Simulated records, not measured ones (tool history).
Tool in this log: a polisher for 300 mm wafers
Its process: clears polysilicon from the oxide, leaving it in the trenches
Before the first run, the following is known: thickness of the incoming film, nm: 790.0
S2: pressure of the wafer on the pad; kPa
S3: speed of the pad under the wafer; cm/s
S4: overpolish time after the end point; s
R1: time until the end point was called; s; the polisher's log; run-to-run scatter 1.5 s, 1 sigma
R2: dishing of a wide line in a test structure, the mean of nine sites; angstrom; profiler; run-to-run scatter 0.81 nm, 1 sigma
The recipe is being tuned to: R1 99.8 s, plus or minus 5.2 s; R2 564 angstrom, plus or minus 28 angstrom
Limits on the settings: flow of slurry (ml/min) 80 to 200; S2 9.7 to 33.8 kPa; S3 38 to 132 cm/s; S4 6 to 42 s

{"run": 1, "hour": 0.0, "flow of slurry (ml/min)": 130, "S2": 21.4, "S3": 84, "S4": 21, "R1": 49.849, "R2": 574.39}
{"run": 2, "hour": 4.2, "flow of slurry (ml/min)": 100, "S2": 21.4, "S3": 84, "S4": 21, "R1": 54.792, "R2": 568.12}
{"run": 3, "hour": 6.8, "flow of slurry (ml/min)": 100, "S2": 21.4, "S3": 84, "S4": 12, "R1": 55.003, "R2": 547.57}
{"run": 4, "hour": 8.9, "flow of slurry (ml/min)": 115, "S2": 21.4, "S3": 84, "S4": 12, "R1": 51.352, "R2": 539.94}
{"run": 5, "hour": 12.0, "flow of slurry (ml/min)": 110, "S2": 19.3, "S3": 84, "S4": 14, "R1": 57.952, "R2": 549.68}
{"run": 6, "hour": 20.5, "flow of slurry (ml/min)": 90, "S2": 19.3, "S3": 84, "S4": 14, "R1": 62.07, "R2": 546.33}
{"run": 7, "hour": 25.6, "flow of slurry (ml/min)": 90, "S2": 17.9, "S3": 84, "S4": 16, "R1": 65.298, "R2": 555.54}
{"run": 8, "hour": 29.2, "flow of slurry (ml/min)": 90, "S2": 16.5, "S3": 84, "S4": 16, "R1": 71.683, "R2": 536.88}
{"run": 9, "hour": 33.5, "flow of slurry (ml/min)": 90, "S2": 15.9, "S3": 82, "S4": 19, "R1": 76.831, "R2": 546.5}
{"run": 10, "hour": 40.6, "flow of slurry (ml/min)": 90, "S2": 15.2, "S3": 82, "S4": 21, "R1": 79.116, "R2": 559.5}
{"run": 11, "hour": 41.8, "flow of slurry (ml/min)": 90, "S2": 14.5, "S3": 82, "S4": 22, "R1": 83.505, "R2": 533.48}
{"run": 12, "hour": 49.9, "flow of slurry (ml/min)": 90, "S2": 14.5, "S3": 82, "S4": 22, "R1": 82.745, "R2": 568.26}
{"run": 13, "hour": 54.3, "flow of slurry (ml/min)": 90, "S2": 13.8, "S3": 82, "S4": 22, "R1": 85.281, "R2": 536.67}
{"run": 14, "hour": 61.4, "flow of slurry (ml/min)": 90, "S2": 13.8, "S3": 80, "S4": 24, "R1": 88.34, "R2": 546.75}
{"run": 15, "hour": 66.4, "flow of slurry (ml/min)": 90, "S2": 11.7, "S3": 78, "S4": 33, "R1": 108.34, "R2": 557.12}

Which of these 5 next moves meets every target?
{"run": "A", "hour": 71.4, "flow of slurry (ml/min)": 95, "S2": 13.8, "S3": 54, "S4": 42, "R1": "?", "R2": "?"}
{"run": "B", "hour": 71.4, "flow of slurry (ml/min)": 80, "S2": 9.7, "S3": 82, "S4": 34, "R1": "?", "R2": "?"}
{"run": "C", "hour": 71.4, "flow of slurry (ml/min)": 80, "S2": 15.2, "S3": 78, "S4": 30, "R1": "?", "R2": "?"}
{"run": "D", "hour": 71.4, "flow of slurry (ml/min)": 120, "S2": 12.4, "S3": 82, "S4": 36, "R1": "?", "R2": "?"}
{"run": "E", "hour": 71.4, "flow of slurry (ml/min)": 110, "S2": 15.2, "S3": 60, "S4": 31, "R1": "?", "R2": "?"}

move=A R1=125.7 R2=567.63
move=B R1=124.01 R2=559.27
move=C R1=84.809 R2=569.2
move=D R1=87.772 R2=572
move=E R1=99.925 R2=565.06
A: misses by more than the last run did
B: misses by more than the last run did
C: pushes the last run's worst result past its target
D: pushes the last run's worst result past its target
E: all results land within tolerance of their targets
Correct choice: E, which meets every target
